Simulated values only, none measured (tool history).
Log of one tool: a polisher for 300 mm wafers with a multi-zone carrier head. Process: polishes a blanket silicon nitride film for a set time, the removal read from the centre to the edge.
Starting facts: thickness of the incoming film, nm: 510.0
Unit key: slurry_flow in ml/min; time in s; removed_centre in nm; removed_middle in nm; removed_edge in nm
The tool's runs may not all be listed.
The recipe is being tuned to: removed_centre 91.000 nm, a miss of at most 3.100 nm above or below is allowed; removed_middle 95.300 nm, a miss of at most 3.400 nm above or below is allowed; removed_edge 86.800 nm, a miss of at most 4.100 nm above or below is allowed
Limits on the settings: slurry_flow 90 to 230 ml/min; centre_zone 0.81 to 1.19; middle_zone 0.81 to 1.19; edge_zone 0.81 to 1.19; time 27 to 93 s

run	hour	slurry_flow	centre_zone	middle_zone	edge_zone	time	removed_centre	removed_middle	removed_edge
1	0.0	150	1.00	1.00	1.00	59	110.160	106.710	115.510
2	8.7	150	1.00	1.02	0.96	57	107.540	106.070	108.110
3	9.4	150	1.00	0.96	0.96	57	106.160	100.660	107.130
4	16.2	150	1.00	0.88	0.96	57	106.850	92.420	109.540
5	23.3	150	1.00	0.88	0.96	45	85.421	72.444	83.431
6	30.4	150	1.06	0.88	0.96	45	89.723	73.979	85.698
7	34.1	160	1.05	0.93	0.96	45	90.843	77.307	84.360
8	39.8	160	1.05	0.93	0.96	45	88.364	76.686	84.761
# hour 48.6: edge zone pressure recalibrated
9	48.6	160	1.05	0.97	0.96	45	89.595	80.655	80.919
10	51.3	195	0.95	1.05	1.06	48	90.994	94.685	95.803
11	54.8	200	0.95	1.06	1.04	47	88.720	92.767	92.108
12	63.1	205	0.96	1.07	1.03	47	89.075	96.576	93.499
13	71.8	205	0.98	1.07	1.01	47	91.599	94.798	92.259

Below are 4 possible settings for the next run. Only one of them brings all results inside the allowed miss of their targets. Which is it?
A	80.5	170	0.94	1.01	1.09	51	?	?	?
B	80.5	215	1.05	1.13	0.94	47	?	?	?
C	80.5	205	0.94	1.00	1.13	49	?	?	?
D	80.5	225	0.99	1.08	0.94	46	?	?	?

move	removed_centre	removed_middle	removed_edge
A	92.706	94.541	101.750
B	99.694	99.499	89.569
C	92.178	92.866	101.860
D	92.561	94.288	88.130
A: its largest miss is bigger than the last run's
B: brings the last run's worst result on target, with another outside its allowed miss
C: its largest miss is bigger than the last run's
D: every result within its allowed miss
The right move is D.
